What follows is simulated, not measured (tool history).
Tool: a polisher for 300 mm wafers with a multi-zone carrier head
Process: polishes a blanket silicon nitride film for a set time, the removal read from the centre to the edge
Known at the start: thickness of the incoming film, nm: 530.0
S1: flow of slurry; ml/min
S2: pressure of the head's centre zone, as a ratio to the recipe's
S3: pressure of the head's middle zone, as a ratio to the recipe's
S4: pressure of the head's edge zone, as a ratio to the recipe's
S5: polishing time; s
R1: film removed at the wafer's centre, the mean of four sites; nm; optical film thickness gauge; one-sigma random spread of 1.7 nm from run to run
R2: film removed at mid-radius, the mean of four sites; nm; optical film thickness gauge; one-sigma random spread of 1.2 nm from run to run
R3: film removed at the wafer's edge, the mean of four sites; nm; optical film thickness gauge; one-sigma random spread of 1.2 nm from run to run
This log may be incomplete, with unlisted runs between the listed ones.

Run 1, hour 0.0: S1 275 ml/min, S2 1.00, S3 1.00, S4 1.00, S5 59 s. Result: R1 140.84 nm, R2 140.67 nm, R3 139.88 nm.
Run 2, hour 7.8: S1 275 ml/min, S2 1.00, S3 1.00, S4 0.92, S5 59 s. Result: R1 136.82 nm, R2 139.34 nm, R3 133.23 nm.
Run 3, hour 16.5: S1 265 ml/min, S2 1.01, S3 0.96, S4 0.93, S5 58 s. Result: R1 135.40 nm, R2 131.47 nm, R3 132.22 nm.
Run 4, hour 20.1: S1 265 ml/min, S2 1.01, S3 1.02, S4 0.93, S5 58 s. Result: R1 137.15 nm, R2 138.94 nm, R3 130.93 nm.
Run 5, hour 25.7: S1 240 ml/min, S2 1.01, S3 1.02, S4 0.93, S5 58 s. Result: R1 137.82 nm, R2 136.56 nm, R3 129.09 nm.
Run 6, hour 27.8: S1 240 ml/min, S2 0.94, S3 1.02, S4 0.93, S5 58 s. Result: R1 128.94 nm, R2 140.26 nm, R3 130.24 nm.
Run 7, hour 34.9: S1 240 ml/min, S2 0.94, S3 1.02, S4 0.93, S5 58 s. Result: R1 126.89 nm, R2 135.41 nm, R3 127.36 nm.

The next listed run, before its measurement:
Run 8, hour 35.5: S1 230 ml/min, S2 0.96, S3 0.97, S4 0.93, S5 57 s. Result: R1 ?, R2 ?, R3 ?.

{"run 8": {"R1": 129.75, "R2": 131.71, "R3": 125.84}}

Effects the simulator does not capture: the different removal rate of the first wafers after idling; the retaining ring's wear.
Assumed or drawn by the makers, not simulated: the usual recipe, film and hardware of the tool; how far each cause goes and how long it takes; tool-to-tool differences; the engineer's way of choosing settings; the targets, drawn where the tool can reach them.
